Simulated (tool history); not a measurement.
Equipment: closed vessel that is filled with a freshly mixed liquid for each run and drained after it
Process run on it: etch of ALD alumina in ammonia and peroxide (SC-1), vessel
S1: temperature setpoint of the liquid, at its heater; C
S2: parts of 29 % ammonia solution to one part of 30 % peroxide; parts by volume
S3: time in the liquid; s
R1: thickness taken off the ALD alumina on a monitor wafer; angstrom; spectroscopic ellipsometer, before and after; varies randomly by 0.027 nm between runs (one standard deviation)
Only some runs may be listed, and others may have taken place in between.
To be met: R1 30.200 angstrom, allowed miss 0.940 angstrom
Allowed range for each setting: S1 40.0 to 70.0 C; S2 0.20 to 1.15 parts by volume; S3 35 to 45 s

run,hour,S1,S2,S3,R1
1,0.0,56.0,0.65,45,23.719
2,4.3,56.0,0.65,45,23.440
3,10.1,56.0,0.45,45,23.074
4,13.6,53.5,0.45,45,19.876
5,20.8,53.5,0.45,45,19.899
6,25.6,54.5,0.45,45,21.326
7,29.5,55.5,0.45,45,22.111
8,34.7,63.0,0.45,45,32.139
9,38.5,62.5,0.45,45,32.642

Which one of the following 4 next-run settings gets every result inside its allowed miss? There is exactly one.
A,42.3,62.0,0.35,45,?
B,42.3,61.5,0.20,45,?
C,42.3,65.0,0.35,45,?
D,42.3,62.5,0.40,40,?

move,R1
A,30.567
B,28.259
C,35.532
D,28.221
A: all results land within tolerance of their targets
B: the result that was furthest off in the last run now lies on the other side of its target
C: the biggest miss grows against the last run
D: the result that was furthest off in the last run now lies on the other side of its target
Answer: A
